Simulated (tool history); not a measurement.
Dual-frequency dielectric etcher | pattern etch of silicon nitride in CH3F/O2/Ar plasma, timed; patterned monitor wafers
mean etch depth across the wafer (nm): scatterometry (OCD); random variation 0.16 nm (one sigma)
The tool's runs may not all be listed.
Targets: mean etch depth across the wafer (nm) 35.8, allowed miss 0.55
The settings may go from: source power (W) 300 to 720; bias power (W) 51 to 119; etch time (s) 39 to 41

run	hour	source power (W)	bias power (W)	etch time (s)	mean etch depth across the wafer (nm)
1	0	510	85	39	33.251
2	8	510	74	39	31.379
3	10.6	510	74	41	33.085
4	13.5	530	74	41	33.575
5	15.9	530	74	41	33.471
6	20.7	530	74	41	33.408
7	22.1	560	75	41	34.421
8	24.5	570	75	41	34.504

Which of these 5 next moves meets every target?
A	26.9	580	72	41	?
B	26.9	580	73	40	?
C	26.9	570	83	40.5	?
D	26.9	580	74	39.5	?
E	26.9	600	76	39.5	?

move	mean etch depth across the wafer (nm)
A	34.24
B	33.589
C	35.573
D	33.351
E	34.155
A: further off than the last run
B: further off than the last run
C: meets every target
D: further off than the last run
E: further off than the last run
The right move is C.
